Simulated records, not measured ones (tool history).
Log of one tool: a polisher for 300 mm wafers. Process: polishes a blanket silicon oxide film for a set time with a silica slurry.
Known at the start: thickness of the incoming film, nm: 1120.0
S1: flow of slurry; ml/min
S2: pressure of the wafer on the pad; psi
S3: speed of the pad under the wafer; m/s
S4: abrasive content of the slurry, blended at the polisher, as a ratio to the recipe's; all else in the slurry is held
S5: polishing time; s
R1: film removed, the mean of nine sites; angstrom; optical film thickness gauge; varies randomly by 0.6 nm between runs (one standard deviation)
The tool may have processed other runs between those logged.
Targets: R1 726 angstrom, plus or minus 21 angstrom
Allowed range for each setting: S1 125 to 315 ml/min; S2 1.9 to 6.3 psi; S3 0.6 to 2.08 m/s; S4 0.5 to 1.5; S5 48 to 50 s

| run | hour | S1 | S2 | S3 | S4 | S5 | R1 |
|---|---|---|---|---|---|---|---|
| 1 | 0 | 205 | 4.1 | 1.34 | 1 | 48 | 1515.6 |
| 2 | 7.5 | 205 | 3.6 | 1.34 | 1 | 48 | 1361.2 |
| 3 | 16 | 200 | 3.2 | 1.26 | 1 | 48 | 1144.4 |
| 4 | 22.3 | 195 | 2.9 | 1.22 | 1 | 48 | 1031.4 |
| 5 | 23.9 | 150 | 2.9 | 1.22 | 1 | 48 | 989 |
| 6 | 25.3 | 130 | 2.9 | 1.22 | 1 | 48 | 940.41 |
| 7 | 31.4 | 130 | 2.7 | 1.22 | 1 | 48 | 875.12 |
| 8 | 37.3 | 130 | 2.6 | 1.22 | 1 | 48 | 859.34 |
| 9 | 43.2 | 130 | 1.9 | 1.2 | 1 | 48 | 621.58 |
| 10 | 48 | 165 | 2.3 | 1.2 | 1 | 48 | 788.31 |
| 11 | 55.2 | 160 | 2.3 | 1.2 | 1 | 48 | 794.48 |
| 12 | 56.2 | 160 | 1.9 | 1.2 | 1 | 48 | 652.7 |

Of the 4 settings listed for the next run, only one would bring every result within its allowed miss of target. Which one?
| A | 57.2 | 145 | 1.9 | 1.42 | 1 | 48 | ? |
| B | 57.2 | 140 | 2.2 | 1.14 | 0.8 | 50 | ? |
| C | 57.2 | 130 | 1.9 | 0.98 | 0.9 | 48 | ? |
| D | 57.2 | 145 | 2.1 | 1.26 | 1.05 | 50 | ? |

| move | R1 |
|---|---|
| A | 728.85 |
| B | 692.97 |
| C | 542.45 |
| D | 785.97 |
A: every result lands within tolerance
B: better than the last run, though not everything is in spec
C: its largest miss is bigger than the last run's
D: the result that was furthest off in the last run now lies on the other side of its target
So the answer is move A, the one that meets all the targets.

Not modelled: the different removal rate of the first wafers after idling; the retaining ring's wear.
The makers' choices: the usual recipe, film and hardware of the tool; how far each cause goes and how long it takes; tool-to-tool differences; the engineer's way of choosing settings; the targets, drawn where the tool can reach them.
